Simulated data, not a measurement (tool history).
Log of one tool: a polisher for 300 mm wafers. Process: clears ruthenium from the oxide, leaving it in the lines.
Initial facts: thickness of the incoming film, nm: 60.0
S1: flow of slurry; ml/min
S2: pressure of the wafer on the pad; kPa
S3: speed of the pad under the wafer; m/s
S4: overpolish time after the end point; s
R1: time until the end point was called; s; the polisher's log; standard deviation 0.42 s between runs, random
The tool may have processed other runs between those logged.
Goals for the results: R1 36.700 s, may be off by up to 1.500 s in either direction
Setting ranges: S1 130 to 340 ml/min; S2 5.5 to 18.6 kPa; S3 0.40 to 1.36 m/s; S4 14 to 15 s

| run | hour | S1 | S2 | S3 | S4 | R1 |
|---|---|---|---|---|---|---|
| 1 | 0.0 | 220 | 11.7 | 0.88 | 14 | 62.633 |
| 2 | 2.2 | 220 | 13.8 | 0.88 | 14 | 54.111 |
| 3 | 5.4 | 220 | 14.5 | 0.88 | 14 | 52.382 |
| 4 | 13.7 | 220 | 14.5 | 0.88 | 14 | 51.977 |
| 5 | 21.2 | 220 | 14.5 | 1.00 | 14 | 47.404 |
| 6 | 24.5 | 220 | 11.7 | 1.00 | 14 | 58.989 |
| 7 | 27.5 | 225 | 15.2 | 1.04 | 14 | 42.416 |
| 8 | 31.1 | 230 | 15.2 | 1.04 | 14 | 44.167 |
| 9 | 32.4 | 230 | 15.9 | 1.04 | 14 | 41.830 |
|  | 35.2 | worn pad replaced by a new one |
| 10 | 35.2 | 230 | 17.9 | 1.04 | 14 | 34.280 |

Exactly one of the 5 candidate moves below puts every result within its allowed miss. Which one?
| A | 38.0 | 190 | 18.6 | 1.08 | 14 | ? |
| B | 38.0 | 220 | 16.5 | 1.06 | 15 | ? |
| C | 38.0 | 145 | 15.9 | 1.30 | 15 | ? |
| D | 38.0 | 320 | 14.5 | 1.02 | 15 | ? |
| E | 38.0 | 230 | 18.6 | 1.02 | 15 | ? |

| move | R1 |
|---|---|
| A | 32.765 |
| B | 36.736 |
| C | 33.886 |
| D | 41.732 |
| E | 33.651 |
A: the biggest miss grows against the last run
B: hits every target within its allowed miss
C: the biggest miss grows against the last run
D: carries the result that was furthest off beyond its target, to the other side
E: the biggest miss grows against the last run
B is the move that brings every result within its allowed miss.
